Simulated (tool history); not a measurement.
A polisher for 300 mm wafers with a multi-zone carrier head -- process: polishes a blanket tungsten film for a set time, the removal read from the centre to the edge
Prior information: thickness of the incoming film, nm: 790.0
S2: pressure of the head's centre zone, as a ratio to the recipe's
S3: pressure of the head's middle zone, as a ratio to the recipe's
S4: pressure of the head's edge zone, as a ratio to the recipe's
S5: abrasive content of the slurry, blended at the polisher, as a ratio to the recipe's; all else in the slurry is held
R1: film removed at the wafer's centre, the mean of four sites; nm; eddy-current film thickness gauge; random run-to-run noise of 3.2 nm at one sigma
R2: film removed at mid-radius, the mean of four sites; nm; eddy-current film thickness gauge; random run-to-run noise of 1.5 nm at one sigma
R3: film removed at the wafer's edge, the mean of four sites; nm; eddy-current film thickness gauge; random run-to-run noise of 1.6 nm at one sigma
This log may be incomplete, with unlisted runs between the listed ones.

run 1 hour=0.0 | flow_of_slurry_(ml/min)=260 S2=1.00 S3=1.00 S4=1.00 S5=1.00 polishing_time_(s)=47 | R1=152.04 R2=148.04 R3=147.49
run 2 hour=3.9 | flow_of_slurry_(ml/min)=260 S2=1.00 S3=1.00 S4=1.00 S5=1.15 polishing_time_(s)=47 | R1=155.93 R2=152.59 R3=152.03
run 3 hour=11.6 | flow_of_slurry_(ml/min)=270 S2=1.03 S3=1.00 S4=1.00 S5=1.20 polishing_time_(s)=48 | R1=166.74 R2=158.93 R3=155.23
run 4 hour=14.1 | flow_of_slurry_(ml/min)=270 S2=1.03 S3=1.00 S4=1.00 S5=1.20 polishing_time_(s)=40 | R1=139.61 R2=129.32 R3=128.47
run 5 hour=21.9 | flow_of_slurry_(ml/min)=320 S2=1.03 S3=1.00 S4=1.00 S5=1.20 polishing_time_(s)=40 | R1=138.73 R2=135.00 R3=130.32
run 6 hour=30.4 | flow_of_slurry_(ml/min)=305 S2=1.05 S3=1.00 S4=1.01 S5=1.25 polishing_time_(s)=42 | R1=150.88 R2=140.76 R3=137.50

Predict the results of run 7:
run 7 hour=38.3 | flow_of_slurry_(ml/min)=295 S2=1.07 S3=1.01 S4=1.02 S5=1.30 polishing_time_(s)=44 | R1=? R2=? R3=?

{"run 7": {"R1": 162.48, "R2": 150.3, "R3": 147.99}}
